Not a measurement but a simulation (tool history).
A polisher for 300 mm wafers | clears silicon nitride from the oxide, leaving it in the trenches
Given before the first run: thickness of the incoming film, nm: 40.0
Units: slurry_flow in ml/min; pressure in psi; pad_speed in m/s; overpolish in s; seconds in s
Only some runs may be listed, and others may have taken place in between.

run 1 hour=0.0 | slurry_flow=300 pressure=2.0 pad_speed=0.76 overpolish=29 | seconds=74.696
run 2 hour=1.7 | slurry_flow=300 pressure=2.4 pad_speed=0.76 overpolish=29 | seconds=67.012
run 3 hour=6.2 | slurry_flow=295 pressure=2.0 pad_speed=0.64 overpolish=29 | seconds=91.522
run 4 hour=8.4 | slurry_flow=295 pressure=1.7 pad_speed=0.58 overpolish=29 | seconds=112.690
run 5 hour=10.0 | slurry_flow=295 pressure=1.7 pad_speed=0.58 overpolish=31 | seconds=112.540
run 6 hour=12.2 | slurry_flow=295 pressure=1.5 pad_speed=0.54 overpolish=31 | seconds=126.980
run 7 hour=19.2 | slurry_flow=295 pressure=1.5 pad_speed=0.54 overpolish=31 | seconds=130.400

Run 8 has not been measured yet. What should we expect?
run 8 hour=28.2 | slurry_flow=295 pressure=1.3 pad_speed=0.52 overpolish=31 | seconds=?

{"run 8": {"seconds": 142.37}}
